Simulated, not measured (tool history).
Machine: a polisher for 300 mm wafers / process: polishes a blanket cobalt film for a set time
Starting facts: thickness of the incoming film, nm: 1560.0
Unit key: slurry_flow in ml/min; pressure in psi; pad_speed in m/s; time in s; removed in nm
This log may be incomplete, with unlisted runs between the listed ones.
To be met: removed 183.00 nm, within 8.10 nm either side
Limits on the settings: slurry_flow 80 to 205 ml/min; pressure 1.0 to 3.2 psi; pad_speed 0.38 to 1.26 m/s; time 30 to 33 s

{"run": 1, "hour": 0.0, "slurry_flow": 135, "pressure": 2.1, "pad_speed": 0.82, "time": 33, "removed": 114.38}
{"run": 2, "hour": 2.6, "slurry_flow": 135, "pressure": 2.1, "pad_speed": 0.74, "time": 33, "removed": 108.2}
{"run": 3, "hour": 7.0, "slurry_flow": 140, "pressure": 2.4, "pad_speed": 0.76, "time": 33, "removed": 122.61}
{"run": 4, "hour": 12.9, "slurry_flow": 140, "pressure": 2.0, "pad_speed": 0.76, "time": 33, "removed": 104.88}
{"run": 5, "hour": 14.6, "slurry_flow": 140, "pressure": 2.0, "pad_speed": 0.76, "time": 33, "removed": 102.78}
{"run": 6, "hour": 15.7, "slurry_flow": 140, "pressure": 2.4, "pad_speed": 0.78, "time": 33, "removed": 126.87}
{"run": 7, "hour": 16.9, "slurry_flow": 150, "pressure": 3.0, "pad_speed": 0.8, "time": 33, "removed": 165.6}
{"run": 8, "hour": 22.9, "slurry_flow": 150, "pressure": 3.1, "pad_speed": 0.8, "time": 33, "removed": 167.74}
{"hour": 24.0, "done": "slurry nozzle cleaned"}
{"run": 9, "hour": 24.0, "slurry_flow": 160, "pressure": 3.2, "pad_speed": 0.84, "time": 33, "removed": 199.05}
{"run": 10, "hour": 31.9, "slurry_flow": 155, "pressure": 3.2, "pad_speed": 0.84, "time": 33, "removed": 195.22}

Exercise: of the 4 proposed moves below, exactly one satisfies all targets within the stated allowed misses. Which move is it?
{"run": "A", "hour": 39.8, "slurry_flow": 155, "pressure": 3.1, "pad_speed": 0.84, "time": 31, "removed": "?"}
{"run": "B", "hour": 39.8, "slurry_flow": 170, "pressure": 3.2, "pad_speed": 0.72, "time": 31, "removed": "?"}
{"run": "C", "hour": 39.8, "slurry_flow": 150, "pressure": 3.2, "pad_speed": 0.74, "time": 32, "removed": "?"}
{"run": "D", "hour": 39.8, "slurry_flow": 165, "pressure": 3.2, "pad_speed": 0.68, "time": 33, "removed": "?"}

move=A removed=179.86
move=B removed=162.38
move=C removed=168.38
move=D removed=162.77
A: every result lands within tolerance
B: takes the result that was furthest off past its target
C: takes the result that was furthest off past its target
D: takes the result that was furthest off past its target
The right move is A.
